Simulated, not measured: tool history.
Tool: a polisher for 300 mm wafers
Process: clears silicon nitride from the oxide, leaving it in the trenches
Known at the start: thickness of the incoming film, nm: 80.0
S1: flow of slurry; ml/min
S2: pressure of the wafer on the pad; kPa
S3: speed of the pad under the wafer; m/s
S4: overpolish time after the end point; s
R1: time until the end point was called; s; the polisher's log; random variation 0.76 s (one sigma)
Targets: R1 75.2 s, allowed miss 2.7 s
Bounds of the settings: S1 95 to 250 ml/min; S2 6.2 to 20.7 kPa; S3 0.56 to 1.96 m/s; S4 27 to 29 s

| run | hour | S1 | S2 | S3 | S4 | R1 |
|---|---|---|---|---|---|---|
| 1 | 0 | 160 | 13.1 | 1.26 | 27 | 102.31 |
| 2 | 1.7 | 160 | 13.1 | 1.08 | 27 | 119.52 |
| 3 | 5.5 | 135 | 13.1 | 1.08 | 27 | 120.92 |
| 4 | 10.9 | 135 | 13.1 | 0.8 | 27 | 162.16 |
| 5 | 17.8 | 115 | 13.1 | 0.8 | 27 | 166.62 |
| 6 | 22.4 | 115 | 13.1 | 0.8 | 29 | 169.45 |
| 7 | 24.6 | 130 | 14.5 | 0.84 | 29 | 142.79 |
| 8 | 25.6 | 140 | 15.9 | 0.86 | 29 | 122.25 |
| 9 | 30.2 | 140 | 15.9 | 0.86 | 29 | 124.81 |
| 10 | 30.7 | 150 | 17.2 | 0.88 | 29 | 110.67 |

5 next moves are on the table. One of them brings every result within its allowed miss. Which?
| A | 31.2 | 200 | 19.3 | 0.98 | 27 | ? |
| B | 31.2 | 140 | 20 | 1.32 | 28 | ? |
| C | 31.2 | 165 | 20.7 | 1.14 | 29 | ? |
| D | 31.2 | 190 | 20.7 | 1.04 | 29 | ? |
| E | 31.2 | 105 | 19.3 | 0.58 | 29 | ? |

| move | R1 |
|---|---|
| A | 86.06 |
| B | 66.361 |
| C | 71.681 |
| D | 76.548 |
| E | 160.74 |
A: nearer than the last run, and not there yet
B: takes the result that was furthest off past its target
C: takes the result that was furthest off past its target
D: meets every target
E: further off than the last run
Answer: D
